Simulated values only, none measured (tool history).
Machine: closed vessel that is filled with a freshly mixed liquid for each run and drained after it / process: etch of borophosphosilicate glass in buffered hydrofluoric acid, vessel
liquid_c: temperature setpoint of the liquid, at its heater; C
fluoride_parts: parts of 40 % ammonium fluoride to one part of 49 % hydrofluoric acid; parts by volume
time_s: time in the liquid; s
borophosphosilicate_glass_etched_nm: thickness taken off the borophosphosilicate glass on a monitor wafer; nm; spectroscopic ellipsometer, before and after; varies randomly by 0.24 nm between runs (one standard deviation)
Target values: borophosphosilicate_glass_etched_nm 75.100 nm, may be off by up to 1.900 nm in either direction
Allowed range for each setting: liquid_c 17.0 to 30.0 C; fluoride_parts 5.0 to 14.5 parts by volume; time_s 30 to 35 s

run	hour	liquid_c	fluoride_parts	time_s	borophosphosilicate_glass_etched_nm
1	0.0	22.0	9.0	35	42.825
2	3.8	22.0	9.0	30	36.610
3	4.9	23.5	8.5	30	42.306
4	12.4	24.5	8.0	30	47.704
5	21.0	24.5	6.0	30	62.171
6	28.1	25.0	6.0	30	64.259
# hour 36.8: hydrofluoric acid flow meter replaced
7	36.8	25.0	6.0	30	60.861
8	41.4	26.0	6.0	30	64.724
9	48.7	26.5	6.0	30	66.023
10	53.2	27.0	6.0	30	67.916

4 candidate next runs follow, results not yet known. Just one meets every target within its allowed miss. Identify it.
A	57.7	26.0	6.5	35	?
B	57.7	24.0	5.0	35	?
C	57.7	26.0	5.5	30	?
D	57.7	23.0	5.0	35	?

move	borophosphosilicate_glass_etched_nm
A	69.935
B	79.107
C	69.389
D	74.978
A: moves toward the targets from the last run without getting all of them in spec
B: takes the biggest miss from the last run beyond its target
C: moves toward the targets from the last run without getting all of them in spec
D: every result lands within tolerance
Answer: D
